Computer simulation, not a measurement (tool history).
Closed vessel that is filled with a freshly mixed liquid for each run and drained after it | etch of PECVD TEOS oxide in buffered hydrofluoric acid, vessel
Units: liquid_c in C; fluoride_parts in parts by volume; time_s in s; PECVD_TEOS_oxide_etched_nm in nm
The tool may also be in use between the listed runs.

run  hour  liquid_c  fluoride_parts  time_s  PECVD_TEOS_oxide_etched_nm
  1   0.0      25.0               7      30                      69.522
  2   3.6      25.0               7      30                      69.375
  3   6.5      24.5               7      30                      67.245
  4  14.0      24.5               7      30                      67.718
  5  16.7      21.5               7      30                      56.953
  6  19.2      21.5               9      30                      43.269
  7  26.6      25.5               9      30                      53.844
  8  31.2      26.0               9      30                      55.922
  9  39.9      26.5               9      30                      57.190
 10  40.8      26.5               9      30                      57.036
 11  41.8      27.0               9      30                      59.057
 12  49.3      27.5               9      30                      59.384

The next listed run, before its measurement:
 13  51.2      29.0               9      30                           ?

PECVD_TEOS_oxide_etched_nm: 65.016 nm
